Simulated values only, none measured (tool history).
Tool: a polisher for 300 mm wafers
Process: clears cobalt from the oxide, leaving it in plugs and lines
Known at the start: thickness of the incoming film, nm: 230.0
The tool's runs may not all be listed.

run  hour  flow of slurry (ml/min)  pressure of the wafer on the pad (kPa)  speed of the pad under the wafer (cm/s)  overpolish time after the end point (s)  time until the end point was called (s)  dishing of a wide line in a test structure (angstrom)
  1   0.0                      230                                    13.1                                       80                                       10                                   48.813                                                 349.32
  2   6.5                      230                                    11.7                                       80                                       10                                   55.163                                                 316.03
  3  13.8                      230                                    11.0                                       80                                       10                                   59.160                                                 307.71
  4  18.0                      230                                    11.0                                       92                                       10                                   51.535                                                 328.11
  5  20.3                      275                                    11.0                                       92                                       10                                   50.483                                                 340.60
  6  23.7                      275                                    11.0                                      104                                       10                                   46.376                                                 351.55
  7  32.0                      275                                     9.7                                      104                                       10                                   52.134                                                 330.80
  8  38.9                      275                                     9.0                                      104                                       10                                   55.745                                                 325.91

Run 9, settings as shown, results not yet in. Your forecast:
  9  40.4                      275                                     8.3                                      104                                       10                                        ?                                                      ?

Run 9 gave time until the end point was called (s) 61.067, dishing of a wide line in a test structure (angstrom) 282.44.

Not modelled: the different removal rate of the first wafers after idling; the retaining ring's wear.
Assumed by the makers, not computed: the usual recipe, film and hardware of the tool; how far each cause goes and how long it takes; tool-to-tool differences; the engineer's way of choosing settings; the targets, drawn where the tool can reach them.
